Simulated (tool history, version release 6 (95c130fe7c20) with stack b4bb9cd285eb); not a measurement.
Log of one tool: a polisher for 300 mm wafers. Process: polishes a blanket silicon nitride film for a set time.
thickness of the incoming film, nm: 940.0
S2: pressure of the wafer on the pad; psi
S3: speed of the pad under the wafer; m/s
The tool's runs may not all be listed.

{"run": 1, "hour": 0.0, "flow of slurry (ml/min)": 185, "S2": 4, "S3": 0.96, "polishing time (s)": 35, "film removed (angstrom)": 550.43}
{"run": 2, "hour": 2.5, "flow of slurry (ml/min)": 185, "S2": 4, "S3": 0.82, "polishing time (s)": 35, "film removed (angstrom)": 482.46}
{"run": 3, "hour": 10.1, "flow of slurry (ml/min)": 185, "S2": 4, "S3": 0.82, "polishing time (s)": 31, "film removed (angstrom)": 427.79}
{"run": 4, "hour": 13.5, "flow of slurry (ml/min)": 185, "S2": 3.9, "S3": 0.82, "polishing time (s)": 31, "film removed (angstrom)": 412.09}
{"run": 5, "hour": 19.7, "flow of slurry (ml/min)": 185, "S2": 3.9, "S3": 0.82, "polishing time (s)": 35, "film removed (angstrom)": 468.53}
{"run": 6, "hour": 28.3, "flow of slurry (ml/min)": 185, "S2": 3.9, "S3": 0.82, "polishing time (s)": 35, "film removed (angstrom)": 474.53}
{"run": 7, "hour": 36.7, "flow of slurry (ml/min)": 185, "S2": 3.7, "S3": 0.82, "polishing time (s)": 35, "film removed (angstrom)": 449.93}
{"run": 8, "hour": 39.8, "flow of slurry (ml/min)": 185, "S2": 3.5, "S3": 0.82, "polishing time (s)": 35, "film removed (angstrom)": 420.37}

The next listed run, before its measurement:
{"run": 9, "hour": 46.3, "flow of slurry (ml/min)": 185, "S2": 3.4, "S3": 0.82, "polishing time (s)": 35, "film removed (angstrom)": "?"}

film removed (angstrom): 413.51

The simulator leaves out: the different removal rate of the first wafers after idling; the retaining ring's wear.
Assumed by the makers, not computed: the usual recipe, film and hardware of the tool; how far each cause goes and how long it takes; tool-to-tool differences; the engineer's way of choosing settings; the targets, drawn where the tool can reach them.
